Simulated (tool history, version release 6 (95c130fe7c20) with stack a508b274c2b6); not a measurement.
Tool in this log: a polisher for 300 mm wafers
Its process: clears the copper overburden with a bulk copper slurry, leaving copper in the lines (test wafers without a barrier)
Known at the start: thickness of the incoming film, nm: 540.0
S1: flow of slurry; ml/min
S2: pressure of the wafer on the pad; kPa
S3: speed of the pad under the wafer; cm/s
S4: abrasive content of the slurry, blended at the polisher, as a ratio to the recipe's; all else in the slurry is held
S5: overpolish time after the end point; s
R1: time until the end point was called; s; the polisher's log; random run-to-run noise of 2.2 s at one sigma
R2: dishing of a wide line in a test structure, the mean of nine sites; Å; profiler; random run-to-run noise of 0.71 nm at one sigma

run	day	S1	S2	S3	S4	S5	R1	R2
1	0	265	12.4	88	1	17	115.29	522.44
2	0.062	265	13.8	88	1	17	104.42	564.54
3	0.096	265	13.8	70	1	17	128.53	479.36
4	0.229	265	13.8	70	1	18	130.57	490.18
5	0.262	265	13.8	70	1	19	128.16	519.23
6	0.583	230	13.8	70	1	19	131.44	513.9

Run 7 is up next; what results do you expect?
7	0.688	225	13.8	70	1	20	?	?

{"run 7": {"R1": 133.48, "R2": 534.12}}

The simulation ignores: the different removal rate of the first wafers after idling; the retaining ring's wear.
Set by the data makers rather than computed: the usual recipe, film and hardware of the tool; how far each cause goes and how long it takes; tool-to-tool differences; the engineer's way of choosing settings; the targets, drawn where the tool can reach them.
